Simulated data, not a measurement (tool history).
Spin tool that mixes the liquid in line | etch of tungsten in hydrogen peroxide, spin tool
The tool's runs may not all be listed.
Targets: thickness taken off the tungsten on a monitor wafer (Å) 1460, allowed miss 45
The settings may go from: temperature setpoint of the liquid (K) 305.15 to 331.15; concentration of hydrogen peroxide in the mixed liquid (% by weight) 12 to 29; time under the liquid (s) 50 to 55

| run | hour | temperature setpoint of the liquid (K) | concentration of hydrogen peroxide in the mixed liquid (% by weight) | time under the liquid (s) | thickness taken off the tungsten on a monitor wafer (Å) |
|---|---|---|---|---|---|
| 1 | 0 | 315.15 | 19.5 | 50 | 800.75 |
| 2 | 7 | 317.15 | 19.5 | 50 | 935.95 |
| 3 | 7.6 | 317.15 | 21 | 50 | 958.71 |
| 4 | 13.1 | 318.15 | 21 | 50 | 1037.9 |
|  | 18.3 | new drum of peroxide connected |
| 5 | 18.3 | 318.15 | 24 | 50 | 1121.8 |
| 6 | 22.9 | 318.15 | 24 | 50 | 1113.9 |
| 7 | 27.6 | 319.15 | 24 | 50 | 1207.1 |
| 8 | 34.1 | 319.65 | 24 | 50 | 1247 |
| 9 | 38 | 320.15 | 24 | 50 | 1283.4 |
| 10 | 41.1 | 320.65 | 24 | 50 | 1309.9 |

Which of these 4 next moves meets every target?
| A | 44.2 | 316.65 | 25.5 | 55 | ? |
| B | 44.2 | 321.15 | 22.5 | 55 | ? |
| C | 44.2 | 317.15 | 26.5 | 50 | ? |
| D | 44.2 | 316.15 | 24 | 55 | ? |

| move | thickness taken off the tungsten on a monitor wafer (Å) |
|---|---|
| A | 1166 |
| B | 1452.7 |
| C | 1115.5 |
| D | 1095.7 |
A: further off than the last run
B: meets every target
C: further off than the last run
D: further off than the last run
Answer: B

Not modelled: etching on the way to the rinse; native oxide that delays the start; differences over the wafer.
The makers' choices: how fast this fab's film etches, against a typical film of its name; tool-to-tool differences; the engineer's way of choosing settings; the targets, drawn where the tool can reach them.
